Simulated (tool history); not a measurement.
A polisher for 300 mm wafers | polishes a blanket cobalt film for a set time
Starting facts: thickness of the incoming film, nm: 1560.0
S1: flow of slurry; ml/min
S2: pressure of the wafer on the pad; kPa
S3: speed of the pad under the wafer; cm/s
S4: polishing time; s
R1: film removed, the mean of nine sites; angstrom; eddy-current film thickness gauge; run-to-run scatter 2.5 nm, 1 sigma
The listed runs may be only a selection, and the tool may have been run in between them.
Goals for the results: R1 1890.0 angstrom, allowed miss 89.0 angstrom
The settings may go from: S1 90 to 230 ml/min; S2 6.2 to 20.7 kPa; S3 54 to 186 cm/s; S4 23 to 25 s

run    day   S1    S2   S3  S4      R1
  1  0.000  150  13.1  118  25  1445.3
  2  0.238  150  13.1  144  25  1751.2
  3  0.600  150   9.7  144  25  1295.0
  4  0.800  180   9.7  144  25  1317.5
  5  0.842  180  10.3  144  25  1386.7
  6  1.008  180  11.0  144  25  1440.6
  7  1.329  180  11.7  144  25  1556.2
  8  1.554  180  12.4  144  25  1700.4
  9  1.775  180  13.1  144  25  1761.5

Which single option among these 5 for the next run brings every result within its allowed miss of target? Just one does.
  A  1.996  185  14.5  164  24   ?
  B  1.996  220  15.9  150  24   ?
  C  1.996  170  13.1  142  23   ?
  D  1.996  230  12.4  158  25   ?
  E  1.996  185  14.5  160  25   ?

move      R1
   A  2082.4
   B  2146.6
   C  1573.6
   D  1855.2
   E  2121.6
A: takes the result that was furthest off past its target
B: takes the result that was furthest off past its target
C: further off than the last run
D: every result lands within tolerance
E: takes the result that was furthest off past its target
So the answer is move D, the one that meets all the targets.
